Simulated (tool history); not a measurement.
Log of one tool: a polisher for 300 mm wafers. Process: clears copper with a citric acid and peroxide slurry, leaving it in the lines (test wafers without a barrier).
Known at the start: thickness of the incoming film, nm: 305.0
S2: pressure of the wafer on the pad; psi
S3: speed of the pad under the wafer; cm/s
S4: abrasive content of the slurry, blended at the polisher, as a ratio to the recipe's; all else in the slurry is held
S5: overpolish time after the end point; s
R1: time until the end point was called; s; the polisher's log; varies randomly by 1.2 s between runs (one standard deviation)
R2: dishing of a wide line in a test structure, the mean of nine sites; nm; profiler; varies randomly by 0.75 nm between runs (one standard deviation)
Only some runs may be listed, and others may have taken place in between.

Run 1, hour 0.0: flow of slurry (ml/min) 210, S2 2.8 psi, S3 92 cm/s, S4 1.0, S5 18 s. Result: R1 161.260 s, R2 25.351 nm.
Run 2, hour 3.9: flow of slurry (ml/min) 210, S2 2.8 psi, S3 92 cm/s, S4 1.0, S5 14 s. Result: R1 157.810 s, R2 19.917 nm.
Run 3, hour 8.3: flow of slurry (ml/min) 210, S2 2.8 psi, S3 92 cm/s, S4 1.0, S5 20 s. Result: R1 158.360 s, R2 27.708 nm.
Run 4, hour 10.8: flow of slurry (ml/min) 165, S2 2.8 psi, S3 92 cm/s, S4 1.0, S5 20 s. Result: R1 163.880 s, R2 26.358 nm.
Run 5, hour 16.5: flow of slurry (ml/min) 165, S2 2.8 psi, S3 106 cm/s, S4 1.0, S5 20 s. Result: R1 141.420 s, R2 29.678 nm.
Run 6, hour 21.0: flow of slurry (ml/min) 175, S2 3.3 psi, S3 108 cm/s, S4 1.0, S5 19 s. Result: R1 119.920 s, R2 33.642 nm.
Run 7, hour 23.1: flow of slurry (ml/min) 185, S2 3.7 psi, S3 112 cm/s, S4 1.0, S5 18 s. Result: R1 98.807 s, R2 37.370 nm.
Run 8, hour 27.9: flow of slurry (ml/min) 195, S2 3.9 psi, S3 112 cm/s, S4 1.0, S5 18 s. Result: R1 96.601 s, R2 39.529 nm.

Forecast run 9:
Run 9, hour 28.8: flow of slurry (ml/min) 195, S2 4.1 psi, S3 114 cm/s, S4 1.0, S5 18 s. Result: R1 ?, R2 ?.

Run 9 came out at R1 89.135 s, R2 43.036 nm.
